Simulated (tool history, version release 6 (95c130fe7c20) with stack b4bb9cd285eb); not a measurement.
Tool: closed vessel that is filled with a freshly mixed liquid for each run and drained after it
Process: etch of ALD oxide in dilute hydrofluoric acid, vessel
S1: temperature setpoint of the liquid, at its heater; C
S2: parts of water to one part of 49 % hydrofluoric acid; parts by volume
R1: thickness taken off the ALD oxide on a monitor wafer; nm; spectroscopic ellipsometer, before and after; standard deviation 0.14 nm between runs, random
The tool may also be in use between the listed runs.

Run 1, hour 0.0: S1 25.0 C, S2 75 parts by volume, time in the liquid (s) 90. Result: R1 34.819 nm.
Run 2, hour 4.3: S1 23.5 C, S2 75 parts by volume, time in the liquid (s) 90. Result: R1 32.737 nm.
Run 3, hour 5.1: S1 23.0 C, S2 75 parts by volume, time in the liquid (s) 90. Result: R1 31.897 nm.
Run 4, hour 12.3: S1 23.0 C, S2 75 parts by volume, time in the liquid (s) 90. Result: R1 32.082 nm.
Run 5, hour 19.5: S1 22.5 C, S2 75 parts by volume, time in the liquid (s) 90. Result: R1 31.453 nm.
Run 6, hour 24.7: S1 22.5 C, S2 60 parts by volume, time in the liquid (s) 90. Result: R1 40.173 nm.
Run 7, hour 26.2: S1 21.0 C, S2 60 parts by volume, time in the liquid (s) 90. Result: R1 37.509 nm.

Predict the results of run 8:
Run 8, hour 33.7: S1 20.0 C, S2 60 parts by volume, time in the liquid (s) 90. Result: R1 ?.

{"run 8": {"R1": 36.183}}
